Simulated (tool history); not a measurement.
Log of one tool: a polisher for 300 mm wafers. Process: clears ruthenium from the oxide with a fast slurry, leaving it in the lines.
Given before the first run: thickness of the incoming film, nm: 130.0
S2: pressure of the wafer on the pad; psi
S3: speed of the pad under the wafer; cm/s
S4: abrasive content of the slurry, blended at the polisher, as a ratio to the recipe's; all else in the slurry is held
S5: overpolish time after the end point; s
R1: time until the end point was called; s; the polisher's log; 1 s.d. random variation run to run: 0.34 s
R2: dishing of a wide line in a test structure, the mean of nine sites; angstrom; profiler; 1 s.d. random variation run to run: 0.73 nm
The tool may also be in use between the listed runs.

run 1 hour=0 | flow_of_slurry_(ml/min)=305 S2=2.8 S3=102 S4=1 S5=24 | R1=37.355 R2=507.61
run 2 hour=4 | flow_of_slurry_(ml/min)=305 S2=2.8 S3=86 S4=1 S5=24 | R1=46.334 R2=434.76
run 3 hour=11.3 | flow_of_slurry_(ml/min)=330 S2=2.8 S3=86 S4=1 S5=24 | R1=45.141 R2=443.06
run 4 hour=13.6 | flow_of_slurry_(ml/min)=335 S2=3.3 S3=88 S4=1 S5=22 | R1=37.935 R2=472.21
-- hour=21.4 slurry blender recalibrated
run 5 hour=21.4 | flow_of_slurry_(ml/min)=335 S2=3.6 S3=92 S4=1 S5=21 | R1=28.598 R2=560.42
run 6 hour=26.5 | flow_of_slurry_(ml/min)=265 S2=3.6 S3=92 S4=1 S5=21 | R1=30.38 R2=550.97

Predict the results of run 7:
run 7 hour=30.4 | flow_of_slurry_(ml/min)=265 S2=3.8 S3=92 S4=1 S5=19 | R1=? R2=?

Run 7 gave R1 27.982 s, R2 530.22 angstrom.
